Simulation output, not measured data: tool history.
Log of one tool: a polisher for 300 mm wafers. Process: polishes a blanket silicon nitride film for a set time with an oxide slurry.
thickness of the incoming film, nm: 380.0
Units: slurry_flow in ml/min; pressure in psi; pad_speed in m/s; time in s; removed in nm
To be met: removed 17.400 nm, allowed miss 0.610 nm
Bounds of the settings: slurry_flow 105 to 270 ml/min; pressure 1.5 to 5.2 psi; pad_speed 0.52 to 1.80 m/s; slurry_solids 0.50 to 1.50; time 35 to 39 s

| run | hour | slurry_flow | pressure | pad_speed | slurry_solids | time | removed |
|---|---|---|---|---|---|---|---|
| 1 | 0.0 | 175 | 3.3 | 1.16 | 1.00 | 39 | 24.483 |
| 2 | 5.5 | 175 | 3.3 | 1.16 | 0.90 | 39 | 22.939 |
| 3 | 11.2 | 150 | 3.3 | 1.16 | 0.90 | 39 | 22.790 |
| 4 | 15.3 | 150 | 3.2 | 1.16 | 0.90 | 39 | 21.933 |
|  | 18.5 | worn pad replaced by a new one |
| 5 | 18.5 | 150 | 3.2 | 1.16 | 0.90 | 35 | 22.005 |
| 6 | 22.4 | 135 | 3.2 | 1.16 | 0.90 | 35 | 21.352 |
| 7 | 23.5 | 135 | 3.1 | 1.16 | 0.90 | 35 | 21.300 |
| 8 | 30.9 | 135 | 3.0 | 1.16 | 0.90 | 35 | 20.582 |
| 9 | 39.8 | 135 | 2.9 | 1.16 | 0.90 | 35 | 19.770 |
| 10 | 47.7 | 135 | 2.8 | 1.16 | 0.90 | 35 | 19.757 |
| 11 | 53.4 | 135 | 2.7 | 1.16 | 0.90 | 35 | 18.924 |

Which of these 4 next moves meets every target?
| A | 59.1 | 110 | 2.8 | 1.18 | 0.90 | 36 | ? |
| B | 59.1 | 155 | 2.8 | 0.98 | 0.95 | 38 | ? |
| C | 59.1 | 125 | 3.1 | 0.98 | 0.95 | 39 | ? |
| D | 59.1 | 130 | 2.5 | 1.14 | 0.85 | 36 | ? |

| move | removed |
|---|---|
| A | 19.464 |
| B | 19.663 |
| C | 20.895 |
| D | 17.631 |
A: further off than the last run
B: further off than the last run
C: further off than the last run
D: meets every target
Answer: D
